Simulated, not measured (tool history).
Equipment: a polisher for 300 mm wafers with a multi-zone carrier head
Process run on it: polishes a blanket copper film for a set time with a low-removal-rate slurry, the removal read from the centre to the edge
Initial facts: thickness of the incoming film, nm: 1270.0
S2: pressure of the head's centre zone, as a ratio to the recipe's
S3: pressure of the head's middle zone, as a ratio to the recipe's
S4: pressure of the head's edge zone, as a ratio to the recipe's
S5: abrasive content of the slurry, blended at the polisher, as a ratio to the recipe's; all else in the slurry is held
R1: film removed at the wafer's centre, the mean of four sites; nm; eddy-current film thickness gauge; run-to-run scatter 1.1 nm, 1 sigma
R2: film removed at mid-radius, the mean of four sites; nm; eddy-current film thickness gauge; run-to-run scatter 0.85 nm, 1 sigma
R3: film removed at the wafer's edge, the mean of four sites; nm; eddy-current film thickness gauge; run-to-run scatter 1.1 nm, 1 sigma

{"run": 1, "hour": 0.0, "flow of slurry (ml/min)": 310, "S2": 1, "S3": 1, "S4": 1, "S5": 1, "polishing time (s)": 37, "R1": 88.04, "R2": 86.175, "R3": 86.721}
{"run": 2, "hour": 3.6, "flow of slurry (ml/min)": 310, "S2": 1, "S3": 1, "S4": 1, "S5": 1, "polishing time (s)": 44, "R1": 105.06, "R2": 102.68, "R3": 103.45}
{"run": 3, "hour": 6.5, "flow of slurry (ml/min)": 315, "S2": 1, "S3": 1.01, "S4": 1.02, "S5": 1.05, "polishing time (s)": 44, "R1": 104.37, "R2": 103.71, "R3": 105.96}
{"run": 4, "hour": 8.8, "flow of slurry (ml/min)": 315, "S2": 0.93, "S3": 1.01, "S4": 1.02, "S5": 1.05, "polishing time (s)": 44, "R1": 98.748, "R2": 104.37, "R3": 106.55}
{"run": 5, "hour": 12.4, "flow of slurry (ml/min)": 320, "S2": 0.94, "S3": 1.02, "S4": 1.03, "S5": 1.1, "polishing time (s)": 44, "R1": 101.16, "R2": 106.89, "R3": 106.68}
{"run": 6, "hour": 13.0, "flow of slurry (ml/min)": 320, "S2": 0.94, "S3": 1.02, "S4": 1.04, "S5": 1.15, "polishing time (s)": 44, "R1": 101.26, "R2": 108.1, "R3": 108.26}
{"run": 7, "hour": 20.2, "flow of slurry (ml/min)": 320, "S2": 0.94, "S3": 1.02, "S4": 1.05, "S5": 1.2, "polishing time (s)": 44, "R1": 101.16, "R2": 109.16, "R3": 111.59}
{"run": 8, "hour": 25.1, "flow of slurry (ml/min)": 325, "S2": 0.95, "S3": 1.03, "S4": 1.06, "S5": 1.25, "polishing time (s)": 44, "R1": 104.14, "R2": 109.21, "R3": 112.61}
{"run": 9, "hour": 26.2, "flow of slurry (ml/min)": 330, "S2": 0.95, "S3": 1.04, "S4": 1.07, "S5": 1.3, "polishing time (s)": 44, "R1": 104.86, "R2": 111.2, "R3": 113.83}
{"run": 10, "hour": 27.5, "flow of slurry (ml/min)": 330, "S2": 0.95, "S3": 1.05, "S4": 1.08, "S5": 1.3, "polishing time (s)": 44, "R1": 105.08, "R2": 113.27, "R3": 114.66}
{"run": 11, "hour": 32.8, "flow of slurry (ml/min)": 330, "S2": 0.95, "S3": 1.06, "S4": 1.09, "S5": 1.3, "polishing time (s)": 44, "R1": 104.97, "R2": 114.13, "R3": 114.93}
{"run": 12, "hour": 40.9, "flow of slurry (ml/min)": 330, "S2": 0.95, "S3": 1.06, "S4": 1.1, "S5": 1.3, "polishing time (s)": 44, "R1": 106.84, "R2": 113.61, "R3": 114.58}
{"run": 13, "hour": 46.3, "flow of slurry (ml/min)": 330, "S2": 0.95, "S3": 1.06, "S4": 1.11, "S5": 1.3, "polishing time (s)": 44, "R1": 105.42, "R2": 114.72, "R3": 115.22}
{"run": 14, "hour": 51.6, "flow of slurry (ml/min)": 330, "S2": 0.95, "S3": 1.06, "S4": 1.11, "S5": 1.3, "polishing time (s)": 44, "R1": 104.47, "R2": 115.5, "R3": 114.92}
{"run": 15, "hour": 54.9, "flow of slurry (ml/min)": 330, "S2": 0.95, "S3": 1.06, "S4": 1.12, "S5": 1.3, "polishing time (s)": 44, "R1": 105.85, "R2": 116.09, "R3": 115.32}
{"run": 16, "hour": 58.7, "flow of slurry (ml/min)": 330, "S2": 0.95, "S3": 1.06, "S4": 1.12, "S5": 1.3, "polishing time (s)": 44, "R1": 105.08, "R2": 113.95, "R3": 116.09}
{"run": 17, "hour": 61.3, "flow of slurry (ml/min)": 335, "S2": 0.95, "S3": 1.06, "S4": 1.13, "S5": 1.3, "polishing time (s)": 44, "R1": 105.59, "R2": 115.73, "R3": 116.71}
{"run": 18, "hour": 62.6, "flow of slurry (ml/min)": 340, "S2": 0.95, "S3": 1.06, "S4": 1.14, "S5": 1.3, "polishing time (s)": 44, "R1": 105.72, "R2": 116.56, "R3": 118.63}

Run 19 has not been measured yet. What should we expect?
{"run": 19, "hour": 65.5, "flow of slurry (ml/min)": 350, "S2": 0.95, "S3": 1.06, "S4": 1.15, "S5": 1.3, "polishing time (s)": 44, "R1": "?", "R2": "?", "R3": "?"}

Run 19 came out at R1 105.59 nm, R2 113.89 nm, R3 118.86 nm.
